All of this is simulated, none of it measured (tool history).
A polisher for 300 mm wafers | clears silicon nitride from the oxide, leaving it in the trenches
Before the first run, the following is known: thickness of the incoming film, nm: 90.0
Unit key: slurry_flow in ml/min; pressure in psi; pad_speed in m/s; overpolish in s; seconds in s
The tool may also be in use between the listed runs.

run,hour,slurry_flow,pressure,pad_speed,overpolish,seconds
1,0.0,125,3.2,1.04,7,98.456
2,1.0,140,3.2,1.04,7,91.866
3,9.7,130,3.2,1.04,7,97.657
4,18.6,130,3.2,1.04,5,94.287
5,25.3,130,3.2,1.04,7,94.746
6,27.6,160,3.2,1.04,7,94.037
# hour 34.1: worn pad replaced by a new one
7,34.1,160,3.5,1.06,7,77.410

Estimate the outcome of run 8 from the log above:
8,36.8,165,4.4,1.08,7,?

Run 8 gave seconds 62.448 s.
